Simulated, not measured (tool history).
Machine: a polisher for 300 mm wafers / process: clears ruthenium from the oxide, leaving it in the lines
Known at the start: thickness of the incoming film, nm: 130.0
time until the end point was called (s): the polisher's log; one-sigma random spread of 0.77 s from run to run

run	hour	flow of slurry (ml/min)	pressure of the wafer on the pad (kPa)	speed of the pad under the wafer (m/s)	overpolish time after the end point (s)	time until the end point was called (s)
1	0.0	200	15.2	1.28	7	73.874
2	7.8	225	15.2	1.28	7	71.564
3	12.5	250	15.2	1.28	7	71.474
4	20.6	220	15.2	1.28	7	75.370
5	24.0	265	15.2	1.28	7	71.318
6	27.2	265	15.2	1.28	7	74.586
7	35.0	265	16.5	1.30	7	67.233
8	41.1	265	17.2	1.34	7	63.340
9	48.1	265	17.9	1.38	7	58.505
10	57.0	265	18.6	1.40	7	58.142
11	65.9	265	19.3	1.44	7	54.517

Run 12 comes next. What will it give?
12	71.9	265	23.4	1.52	7	?

{"run 12": {"time until the end point was called (s)": 42.668}}

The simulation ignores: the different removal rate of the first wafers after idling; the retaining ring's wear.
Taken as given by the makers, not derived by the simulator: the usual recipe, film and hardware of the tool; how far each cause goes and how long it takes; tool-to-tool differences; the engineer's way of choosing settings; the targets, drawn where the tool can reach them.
